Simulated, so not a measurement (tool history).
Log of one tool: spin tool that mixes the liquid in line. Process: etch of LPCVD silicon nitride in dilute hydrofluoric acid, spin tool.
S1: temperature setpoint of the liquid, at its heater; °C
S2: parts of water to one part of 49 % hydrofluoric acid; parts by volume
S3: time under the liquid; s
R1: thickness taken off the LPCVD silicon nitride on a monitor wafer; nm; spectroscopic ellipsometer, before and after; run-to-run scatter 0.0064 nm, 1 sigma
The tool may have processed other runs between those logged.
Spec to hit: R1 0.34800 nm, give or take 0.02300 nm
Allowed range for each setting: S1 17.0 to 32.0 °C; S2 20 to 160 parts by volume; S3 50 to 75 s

run,day,S1,S2,S3,R1
1,0.000,24.0,90,75,0.42803
2,0.029,23.5,90,75,0.43204
3,0.158,23.0,90,75,0.39175
4,0.442,24.5,90,75,0.45119
5,0.808,26.0,90,75,0.49669
6,1.004,26.0,70,75,0.63897
7,1.242,25.0,70,75,0.59396
8,1.517,24.0,70,75,0.56616
9,1.638,23.0,70,75,0.52138
10,1.788,22.0,70,75,0.46418
11,2.050,21.5,70,75,0.46172
12,2.346,17.5,80,75,0.30885

Of the 5 settings listed for the next run, only one would bring every result within its allowed miss of target. Which one?
A,2.642,22.0,110,70,?
B,2.642,18.5,65,75,?
C,2.642,21.0,60,50,?
D,2.642,18.0,75,65,?
E,2.642,20.0,75,75,?

move,R1
A,0.29921
B,0.41920
C,0.36013
D,0.30528
E,0.40552
A: moves away from the targets compared with the last run
B: moves the result that the last run missed by most past its target, out the other side
C: every result within its allowed miss
D: moves away from the targets compared with the last run
E: moves the result that the last run missed by most past its target, out the other side
Move C is the one to make.
